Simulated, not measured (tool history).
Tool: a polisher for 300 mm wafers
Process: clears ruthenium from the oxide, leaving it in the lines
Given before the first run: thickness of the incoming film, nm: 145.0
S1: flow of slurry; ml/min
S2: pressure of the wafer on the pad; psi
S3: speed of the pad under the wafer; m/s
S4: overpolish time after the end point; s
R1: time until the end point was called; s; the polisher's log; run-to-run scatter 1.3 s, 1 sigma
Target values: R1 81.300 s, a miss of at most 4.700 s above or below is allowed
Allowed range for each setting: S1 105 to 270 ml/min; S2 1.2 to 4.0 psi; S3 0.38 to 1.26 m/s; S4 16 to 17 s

Run 1, hour 0.0: S1 175 ml/min, S2 2.6 psi, S3 0.82 m/s, S4 16 s. Result: R1 111.460 s.
Run 2, hour 8.2: S1 205 ml/min, S2 2.6 psi, S3 0.82 m/s, S4 16 s. Result: R1 115.750 s.
Run 3, hour 16.4: S1 205 ml/min, S2 3.0 psi, S3 0.82 m/s, S4 16 s. Result: R1 99.518 s.
Run 4, hour 22.4: S1 205 ml/min, S2 3.1 psi, S3 0.82 m/s, S4 16 s. Result: R1 94.904 s.
Run 5, hour 23.6: S1 205 ml/min, S2 2.8 psi, S3 0.82 m/s, S4 16 s. Result: R1 106.250 s.
Run 6, hour 28.8: S1 235 ml/min, S2 2.8 psi, S3 0.82 m/s, S4 16 s. Result: R1 106.170 s.
Run 7, hour 31.2: S1 235 ml/min, S2 2.9 psi, S3 0.82 m/s, S4 16 s. Result: R1 100.820 s.
Run 8, hour 34.2: S1 235 ml/min, S2 3.0 psi, S3 0.82 m/s, S4 16 s. Result: R1 99.291 s.
Run 9, hour 37.5: S1 235 ml/min, S2 3.1 psi, S3 0.82 m/s, S4 16 s. Result: R1 95.838 s.
Run 10, hour 39.8: S1 235 ml/min, S2 3.2 psi, S3 0.82 m/s, S4 16 s. Result: R1 90.848 s.
Run 11, hour 42.3: S1 235 ml/min, S2 3.2 psi, S3 0.82 m/s, S4 16 s. Result: R1 92.821 s.
Run 12, hour 43.9: S1 235 ml/min, S2 3.3 psi, S3 0.82 m/s, S4 16 s. Result: R1 88.956 s.

Consider the 5 candidate settings below. Which is the only one whose results all fall within their allowed miss of target?
Run A, hour 45.5: S1 225 ml/min, S2 3.4 psi, S3 0.86 m/s, S4 17 s. Result: R1 ?.
Run B, hour 45.5: S1 230 ml/min, S2 2.7 psi, S3 0.92 m/s, S4 16 s. Result: R1 ?.
Run C, hour 45.5: S1 255 ml/min, S2 3.7 psi, S3 0.70 m/s, S4 17 s. Result: R1 ?.
Run D, hour 45.5: S1 235 ml/min, S2 2.9 psi, S3 0.86 m/s, S4 16 s. Result: R1 ?.
Run E, hour 45.5: S1 245 ml/min, S2 3.1 psi, S3 0.76 m/s, S4 16 s. Result: R1 ?.

move      R1
   A  80.916
   B  94.604
   C  89.619
   D  93.995
   E  98.823
A: every result within its allowed miss
B: misses by more than the last run did
C: misses by more than the last run did
D: misses by more than the last run did
E: misses by more than the last run did
Answer: A

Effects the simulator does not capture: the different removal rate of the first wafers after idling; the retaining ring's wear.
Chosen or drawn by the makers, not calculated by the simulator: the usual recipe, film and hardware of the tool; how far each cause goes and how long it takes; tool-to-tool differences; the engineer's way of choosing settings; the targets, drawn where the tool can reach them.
